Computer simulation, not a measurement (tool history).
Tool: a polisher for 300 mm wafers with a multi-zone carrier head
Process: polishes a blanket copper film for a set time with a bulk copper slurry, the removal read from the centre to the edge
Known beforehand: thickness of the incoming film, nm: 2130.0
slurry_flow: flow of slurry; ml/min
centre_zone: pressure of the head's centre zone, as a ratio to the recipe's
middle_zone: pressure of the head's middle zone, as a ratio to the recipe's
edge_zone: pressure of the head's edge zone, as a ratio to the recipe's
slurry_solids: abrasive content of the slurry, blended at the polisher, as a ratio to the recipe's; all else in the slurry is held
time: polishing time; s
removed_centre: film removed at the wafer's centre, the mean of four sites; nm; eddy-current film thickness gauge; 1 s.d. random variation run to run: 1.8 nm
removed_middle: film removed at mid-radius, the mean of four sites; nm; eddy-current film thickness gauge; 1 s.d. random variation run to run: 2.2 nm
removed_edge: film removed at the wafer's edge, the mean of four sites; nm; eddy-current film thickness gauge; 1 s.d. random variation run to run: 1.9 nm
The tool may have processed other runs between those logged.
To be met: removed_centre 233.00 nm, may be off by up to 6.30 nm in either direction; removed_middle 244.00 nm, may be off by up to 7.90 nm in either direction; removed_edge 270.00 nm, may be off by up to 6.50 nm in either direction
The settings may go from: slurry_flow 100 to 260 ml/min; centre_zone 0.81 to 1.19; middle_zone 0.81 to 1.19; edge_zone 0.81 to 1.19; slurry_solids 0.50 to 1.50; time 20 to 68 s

Run 1, hour 0.0: slurry_flow 165 ml/min, centre_zone 1.00, middle_zone 1.00, edge_zone 1.00, slurry_solids 1.00, time 44 s. Result: removed_centre 207.49 nm, removed_middle 230.00 nm, removed_edge 243.67 nm.
Run 2, hour 2.1: slurry_flow 165 ml/min, centre_zone 1.00, middle_zone 1.00, edge_zone 1.06, slurry_solids 1.00, time 44 s. Result: removed_centre 208.40 nm, removed_middle 229.62 nm, removed_edge 248.07 nm.
Run 3, hour 10.0: slurry_flow 175 ml/min, centre_zone 1.00, middle_zone 1.00, edge_zone 1.07, slurry_solids 1.00, time 44 s. Result: removed_centre 210.58 nm, removed_middle 236.19 nm, removed_edge 249.45 nm.
Run 4, hour 18.4: slurry_flow 180 ml/min, centre_zone 1.01, middle_zone 0.99, edge_zone 1.09, slurry_solids 1.05, time 44 s. Result: removed_centre 214.74 nm, removed_middle 235.08 nm, removed_edge 256.50 nm.
Run 5, hour 20.3: slurry_flow 180 ml/min, centre_zone 1.01, middle_zone 0.99, edge_zone 1.09, slurry_solids 1.05, time 52 s. Result: removed_centre 257.75 nm, removed_middle 278.82 nm, removed_edge 300.25 nm.
Run 6, hour 26.7: slurry_flow 180 ml/min, centre_zone 0.93, middle_zone 0.99, edge_zone 1.09, slurry_solids 1.05, time 52 s. Result: removed_centre 233.68 nm, removed_middle 277.67 nm, removed_edge 298.95 nm.
Run 7, hour 29.8: slurry_flow 170 ml/min, centre_zone 0.94, middle_zone 0.98, edge_zone 1.06, slurry_solids 1.00, time 52 s. Result: removed_centre 234.54 nm, removed_middle 269.06 nm, removed_edge 294.68 nm.
Run 8, hour 33.8: slurry_flow 170 ml/min, centre_zone 0.94, middle_zone 0.98, edge_zone 1.06, slurry_solids 1.00, time 52 s. Result: removed_centre 233.81 nm, removed_middle 271.06 nm, removed_edge 291.50 nm.
Run 9, hour 40.6: slurry_flow 165 ml/min, centre_zone 0.95, middle_zone 0.97, edge_zone 1.04, slurry_solids 1.00, time 52 s. Result: removed_centre 235.13 nm, removed_middle 270.27 nm, removed_edge 293.10 nm.
Run 10, hour 44.6: slurry_flow 160 ml/min, centre_zone 0.96, middle_zone 0.96, edge_zone 1.03, slurry_solids 0.95, time 52 s. Result: removed_centre 235.10 nm, removed_middle 260.46 nm, removed_edge 286.91 nm.
Run 11, hour 47.9: slurry_flow 155 ml/min, centre_zone 0.97, middle_zone 0.96, edge_zone 1.02, slurry_solids 0.95, time 52 s. Result: removed_centre 234.54 nm, removed_middle 264.02 nm, removed_edge 283.84 nm.
Run 12, hour 56.3: slurry_flow 150 ml/min, centre_zone 0.98, middle_zone 0.95, edge_zone 1.01, slurry_solids 0.95, time 52 s. Result: removed_centre 237.80 nm, removed_middle 256.62 nm, removed_edge 281.64 nm.
Run 13, hour 58.4: slurry_flow 120 ml/min, centre_zone 0.99, middle_zone 0.94, edge_zone 0.97, slurry_solids 0.90, time 52 s. Result: removed_centre 225.18 nm, removed_middle 245.03 nm, removed_edge 265.68 nm.

Consider the 5 candidate settings below. Which is the only one whose results all fall within their allowed miss of target?
Run A, hour 60.5: slurry_flow 135 ml/min, centre_zone 0.96, middle_zone 0.87, edge_zone 0.90, slurry_solids 0.80, time 55 s. Result: removed_centre ?, removed_middle ?, removed_edge ?.
Run B, hour 60.5: slurry_flow 100 ml/min, centre_zone 1.08, middle_zone 1.00, edge_zone 0.97, slurry_solids 0.80, time 52 s. Result: removed_centre ?, removed_middle ?, removed_edge ?.
Run C, hour 60.5: slurry_flow 120 ml/min, centre_zone 0.92, middle_zone 0.93, edge_zone 0.99, slurry_solids 0.95, time 52 s. Result: removed_centre ?, removed_middle ?, removed_edge ?.
Run D, hour 60.5: slurry_flow 145 ml/min, centre_zone 1.05, middle_zone 0.93, edge_zone 0.96, slurry_solids 0.90, time 49 s. Result: removed_centre ?, removed_middle ?, removed_edge ?.
Run E, hour 60.5: slurry_flow 140 ml/min, centre_zone 1.02, middle_zone 0.90, edge_zone 0.88, slurry_solids 0.85, time 52 s. Result: removed_centre ?, removed_middle ?, removed_edge ?.

move  removed_centre  removed_middle  removed_edge
   A          234.17          248.75        274.17
   B          231.25          241.45        255.31
   C          210.87          245.38        271.57
   D          235.73          238.34        257.42
   E          239.25          244.04        259.92
A: all results in spec
B: brings the last run's worst result on target, with another outside its allowed miss
C: misses by more than the last run did
D: brings the last run's worst result on target, with another outside its allowed miss
E: brings the last run's worst result on target, with another outside its allowed miss
A is the move that brings every result within its allowed miss.

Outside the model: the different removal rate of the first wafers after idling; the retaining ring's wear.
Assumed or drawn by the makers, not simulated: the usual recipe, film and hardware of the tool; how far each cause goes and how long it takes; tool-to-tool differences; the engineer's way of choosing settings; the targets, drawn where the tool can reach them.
